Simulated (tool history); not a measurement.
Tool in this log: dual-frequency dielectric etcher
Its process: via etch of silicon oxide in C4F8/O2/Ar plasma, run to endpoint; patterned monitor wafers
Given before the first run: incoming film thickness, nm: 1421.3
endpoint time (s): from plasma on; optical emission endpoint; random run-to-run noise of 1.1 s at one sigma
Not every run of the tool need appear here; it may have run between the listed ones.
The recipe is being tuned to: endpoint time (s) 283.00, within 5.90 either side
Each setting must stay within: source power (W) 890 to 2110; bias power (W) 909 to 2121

{"run": 1, "hour": 0.0, "source power (W)": 1500, "bias power (W)": 1515, "endpoint time (s)": 317.87}
{"run": 2, "hour": 3.1, "source power (W)": 1300, "bias power (W)": 1515, "endpoint time (s)": 328.33}
{"run": 3, "hour": 12.0, "source power (W)": 1420, "bias power (W)": 1562, "endpoint time (s)": 320.11}
{"run": 4, "hour": 14.0, "source power (W)": 1320, "bias power (W)": 1562, "endpoint time (s)": 325.98}
{"run": 5, "hour": 18.2, "source power (W)": 1410, "bias power (W)": 1562, "endpoint time (s)": 323.6}
{"run": 6, "hour": 24.1, "source power (W)": 1640, "bias power (W)": 1562, "endpoint time (s)": 308.04}
{"run": 7, "hour": 24.9, "source power (W)": 1710, "bias power (W)": 1591, "endpoint time (s)": 305.45}
{"run": 8, "hour": 25.5, "source power (W)": 1770, "bias power (W)": 1631, "endpoint time (s)": 300.35}

5 candidate next runs follow, results not yet known. Just one meets every target within its allowed miss. Identify it.
{"run": "A", "hour": 26.1, "source power (W)": 1150, "bias power (W)": 1374, "endpoint time (s)": "?"}
{"run": "B", "hour": 26.1, "source power (W)": 2000, "bias power (W)": 1821, "endpoint time (s)": "?"}
{"run": "C", "hour": 26.1, "source power (W)": 1630, "bias power (W)": 1354, "endpoint time (s)": "?"}
{"run": "D", "hour": 26.1, "source power (W)": 1500, "bias power (W)": 1176, "endpoint time (s)": "?"}
{"run": "E", "hour": 26.1, "source power (W)": 1840, "bias power (W)": 1616, "endpoint time (s)": "?"}

move=A endpoint_time_(s)=344.67
move=B endpoint_time_(s)=282.10
move=C endpoint_time_(s)=317.02
move=D endpoint_time_(s)=332.69
move=E endpoint_time_(s)=296.12
A: its largest miss is bigger than the last run's
B: in spec on every target
C: its largest miss is bigger than the last run's
D: its largest miss is bigger than the last run's
E: nearer than the last run, and not there yet
The move that meets every target is B.
